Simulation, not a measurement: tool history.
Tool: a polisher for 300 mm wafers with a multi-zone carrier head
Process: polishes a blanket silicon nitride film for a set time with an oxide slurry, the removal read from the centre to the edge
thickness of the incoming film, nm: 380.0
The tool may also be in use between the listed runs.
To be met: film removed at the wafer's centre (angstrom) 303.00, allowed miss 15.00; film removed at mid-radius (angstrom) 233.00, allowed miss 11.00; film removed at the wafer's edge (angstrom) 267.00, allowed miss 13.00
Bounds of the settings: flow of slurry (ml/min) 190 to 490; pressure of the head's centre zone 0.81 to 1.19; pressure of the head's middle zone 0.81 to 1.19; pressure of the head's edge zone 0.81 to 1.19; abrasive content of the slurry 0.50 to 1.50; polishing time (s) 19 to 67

run,day,flow of slurry (ml/min),pressure of the head's centre zone,pressure of the head's middle zone,pressure of the head's edge zone,abrasive content of the slurry,polishing time (s),film removed at the wafer's centre (angstrom),film removed at mid-radius (angstrom),film removed at the wafer's edge (angstrom)
1,0.000,315,1.00,1.00,1.00,1.00,43,412.88,426.83,425.42
2,0.267,315,1.02,0.97,0.99,0.90,41,378.72,379.68,391.34
3,0.346,320,1.05,0.95,0.97,0.85,40,395.35,348.83,368.46
4,0.442,320,1.05,0.93,0.96,0.80,39,368.72,333.71,354.08
5,0.775,255,1.05,0.93,0.96,0.80,39,362.74,324.59,347.49
6,0.867,255,1.09,0.93,0.96,0.80,39,383.13,321.93,343.17
7,1.196,255,1.09,0.92,0.96,0.75,38,362.99,313.11,328.59
8,1.279,260,1.09,0.90,0.96,0.70,37,343.19,293.40,322.04
9,1.358,260,1.10,0.89,0.95,0.65,36,330.14,273.53,300.75
10,1.517,260,1.10,0.89,0.95,0.65,36,330.33,274.48,302.07
11,1.592,260,1.10,0.88,0.94,0.65,36,322.58,270.72,292.68
12,1.850,260,1.11,0.87,0.94,0.65,36,323.19,269.50,298.13
13,2.096,260,1.12,0.86,0.94,0.65,36,327.12,264.81,295.13
14,2.208,260,1.13,0.85,0.94,0.65,36,340.19,260.83,296.93

Which of these 4 next moves meets every target?
A,2.321,280,1.19,0.90,0.96,0.80,38,?,?,?
B,2.321,265,1.09,0.81,0.87,0.85,31,?,?,?
C,2.321,245,0.97,0.87,0.89,0.50,45,?,?,?
D,2.321,255,1.02,0.86,0.99,0.55,39,?,?,?

move,film removed at the wafer's centre (angstrom),film removed at mid-radius (angstrom),film removed at the wafer's edge (angstrom)
A,398.87,317.83,336.67
B,301.34,241.01,266.57
C,326.26,311.59,328.74
D,307.86,276.59,309.43
A: further off than the last run
B: meets every target
C: further off than the last run
D: further off than the last run
The right move is B.
